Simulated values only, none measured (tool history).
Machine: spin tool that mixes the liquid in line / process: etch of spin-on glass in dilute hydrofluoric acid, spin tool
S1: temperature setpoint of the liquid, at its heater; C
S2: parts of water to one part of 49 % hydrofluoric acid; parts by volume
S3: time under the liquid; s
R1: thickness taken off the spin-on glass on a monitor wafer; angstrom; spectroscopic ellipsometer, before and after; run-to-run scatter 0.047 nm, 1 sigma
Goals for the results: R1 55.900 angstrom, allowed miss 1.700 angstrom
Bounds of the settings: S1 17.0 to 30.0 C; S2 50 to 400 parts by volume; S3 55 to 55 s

| run | day | S1 | S2 | S3 | R1 |
|---|---|---|---|---|---|
| 1 | 0.000 | 22.0 | 225 | 55 | 70.612 |
| 2 | 0.233 | 21.0 | 225 | 55 | 67.531 |
| 3 | 0.550 | 20.5 | 225 | 55 | 66.176 |
| 4 | 0.825 | 20.0 | 225 | 55 | 64.630 |
| 5 | 1.021 | 19.5 | 225 | 55 | 64.090 |
| 6 | 1.146 | 19.0 | 225 | 55 | 62.683 |
| 7 | 1.308 | 18.5 | 225 | 55 | 61.519 |
| 8 | 1.638 | 18.0 | 225 | 55 | 60.838 |

Below are 4 possible settings for the next run. Only one of them brings all results inside the allowed miss of their targets. Which is it?
| A | 1.967 | 17.0 | 240 | 55 | ? |
| B | 1.967 | 17.0 | 215 | 55 | ? |
| C | 1.967 | 18.5 | 245 | 55 | ? |
| D | 1.967 | 17.0 | 245 | 55 | ? |

| move | R1 |
|---|---|
| A | 53.467 |
| B | 60.955 |
| C | 55.356 |
| D | 52.159 |
A: moves the result that the last run missed by most past its target, out the other side
B: no nearer and no further than the last run
C: each result inside its tolerance
D: moves the result that the last run missed by most past its target, out the other side
The right move is C.

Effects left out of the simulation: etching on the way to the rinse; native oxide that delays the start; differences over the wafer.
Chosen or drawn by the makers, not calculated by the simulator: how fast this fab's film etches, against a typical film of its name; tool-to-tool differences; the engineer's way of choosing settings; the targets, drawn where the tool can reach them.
